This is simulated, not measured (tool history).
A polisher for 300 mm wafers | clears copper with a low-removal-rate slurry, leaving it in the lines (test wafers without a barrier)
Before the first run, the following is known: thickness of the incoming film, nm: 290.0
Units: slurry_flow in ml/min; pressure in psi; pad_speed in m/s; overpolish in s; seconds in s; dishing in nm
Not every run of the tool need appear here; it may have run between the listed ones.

Run 1, hour 0.0: slurry_flow 305 ml/min, pressure 2.5 psi, pad_speed 0.90 m/s, slurry_solids 1.0, overpolish 14 s. Result: seconds 113.20 s, dishing 26.508 nm.
Run 2, hour 4.3: slurry_flow 305 ml/min, pressure 2.5 psi, pad_speed 0.90 m/s, slurry_solids 1.0, overpolish 12 s. Result: seconds 114.08 s, dishing 23.092 nm.
Run 3, hour 11.7: slurry_flow 305 ml/min, pressure 2.2 psi, pad_speed 0.90 m/s, slurry_solids 1.0, overpolish 12 s. Result: seconds 129.72 s, dishing 20.347 nm.
Run 4, hour 16.5: slurry_flow 305 ml/min, pressure 1.7 psi, pad_speed 0.90 m/s, slurry_solids 1.0, overpolish 12 s. Result: seconds 165.14 s, dishing 16.353 nm.
Run 5, hour 25.2: slurry_flow 305 ml/min, pressure 1.8 psi, pad_speed 0.90 m/s, slurry_solids 1.0, overpolish 10 s. Result: seconds 153.46 s, dishing 14.125 nm.
Run 6, hour 28.3: slurry_flow 305 ml/min, pressure 1.9 psi, pad_speed 0.90 m/s, slurry_solids 1.0, overpolish 9 s. Result: seconds 150.40 s, dishing 13.393 nm.

What does the tool deliver on the next run?
Run 7, hour 35.6: slurry_flow 305 ml/min, pressure 1.9 psi, pad_speed 0.90 m/s, slurry_solids 1.0, overpolish 9 s. Result: seconds ?, dishing ?.

Logged for run 7: seconds 150.13 s, dishing 13.522 nm.

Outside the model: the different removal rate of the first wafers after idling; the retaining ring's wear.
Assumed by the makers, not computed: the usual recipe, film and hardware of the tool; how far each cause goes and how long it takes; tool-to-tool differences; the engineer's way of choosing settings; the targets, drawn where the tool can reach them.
